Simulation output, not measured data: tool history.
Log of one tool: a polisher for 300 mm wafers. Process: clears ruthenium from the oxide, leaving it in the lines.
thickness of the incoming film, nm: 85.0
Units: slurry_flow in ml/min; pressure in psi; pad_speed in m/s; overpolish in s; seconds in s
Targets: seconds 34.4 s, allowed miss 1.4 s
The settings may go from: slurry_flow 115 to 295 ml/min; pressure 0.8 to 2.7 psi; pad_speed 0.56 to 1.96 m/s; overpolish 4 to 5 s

{"run": 1, "hour": 0.0, "slurry_flow": 190, "pressure": 1.7, "pad_speed": 1.26, "overpolish": 5, "seconds": 66.279}
{"run": 2, "hour": 8.9, "slurry_flow": 190, "pressure": 1.8, "pad_speed": 1.26, "overpolish": 5, "seconds": 64.081}
{"run": 3, "hour": 15.1, "slurry_flow": 190, "pressure": 1.5, "pad_speed": 1.26, "overpolish": 5, "seconds": 75.296}
{"run": 4, "hour": 15.8, "slurry_flow": 190, "pressure": 1.3, "pad_speed": 1.26, "overpolish": 5, "seconds": 87.011}
{"run": 5, "hour": 20.5, "slurry_flow": 165, "pressure": 1.3, "pad_speed": 1.26, "overpolish": 5, "seconds": 90.165}
{"run": 6, "hour": 24.7, "slurry_flow": 195, "pressure": 1.3, "pad_speed": 1.26, "overpolish": 5, "seconds": 84.546}
{"run": 7, "hour": 33.3, "slurry_flow": 205, "pressure": 1.4, "pad_speed": 1.26, "overpolish": 5, "seconds": 79.817}
{"run": 8, "hour": 35.9, "slurry_flow": 210, "pressure": 1.6, "pad_speed": 1.26, "overpolish": 5, "seconds": 70.03}
{"run": 9, "hour": 41.4, "slurry_flow": 210, "pressure": 1.6, "pad_speed": 1.26, "overpolish": 5, "seconds": 68.36}
{"run": 10, "hour": 44.5, "slurry_flow": 215, "pressure": 1.7, "pad_speed": 1.26, "overpolish": 5, "seconds": 65.377}
{"run": 11, "hour": 45.6, "slurry_flow": 220, "pressure": 1.8, "pad_speed": 1.26, "overpolish": 5, "seconds": 59.795}
{"run": 12, "hour": 54.1, "slurry_flow": 220, "pressure": 1.8, "pad_speed": 1.26, "overpolish": 5, "seconds": 61.582}
{"run": 13, "hour": 61.1, "slurry_flow": 225, "pressure": 2.3, "pad_speed": 1.34, "overpolish": 5, "seconds": 44.534}
{"run": 14, "hour": 64.7, "slurry_flow": 230, "pressure": 2.3, "pad_speed": 1.34, "overpolish": 5, "seconds": 45.08}
{"run": 15, "hour": 70.5, "slurry_flow": 240, "pressure": 2.5, "pad_speed": 1.38, "overpolish": 5, "seconds": 39.939}
{"run": 16, "hour": 79.0, "slurry_flow": 240, "pressure": 2.5, "pad_speed": 1.38, "overpolish": 5, "seconds": 40.374}
{"run": 17, "hour": 81.1, "slurry_flow": 240, "pressure": 2.5, "pad_speed": 1.4, "overpolish": 5, "seconds": 40.054}
{"run": 18, "hour": 88.9, "slurry_flow": 240, "pressure": 2.5, "pad_speed": 1.42, "overpolish": 5, "seconds": 38.851}
{"run": 19, "hour": 96.0, "slurry_flow": 240, "pressure": 2.6, "pad_speed": 1.44, "overpolish": 5, "seconds": 37.228}

Which of these 5 next moves meets every target?
{"run": "A", "hour": 103.1, "slurry_flow": 250, "pressure": 2.2, "pad_speed": 1.56, "overpolish": 4, "seconds": "?"}
{"run": "B", "hour": 103.1, "slurry_flow": 200, "pressure": 2.5, "pad_speed": 1.68, "overpolish": 4, "seconds": "?"}
{"run": "C", "hour": 103.1, "slurry_flow": 220, "pressure": 2.5, "pad_speed": 1.46, "overpolish": 4, "seconds": "?"}
{"run": "D", "hour": 103.1, "slurry_flow": 260, "pressure": 2.4, "pad_speed": 1.34, "overpolish": 5, "seconds": "?"}
{"run": "E", "hour": 103.1, "slurry_flow": 230, "pressure": 2.3, "pad_speed": 1.44, "overpolish": 5, "seconds": "?"}

move=A seconds=40.386
move=B seconds=34.105
move=C seconds=38.606
move=D seconds=42.826
move=E seconds=42.218
A: further off than the last run
B: meets every target
C: further off than the last run
D: further off than the last run
E: further off than the last run
The right move is B.
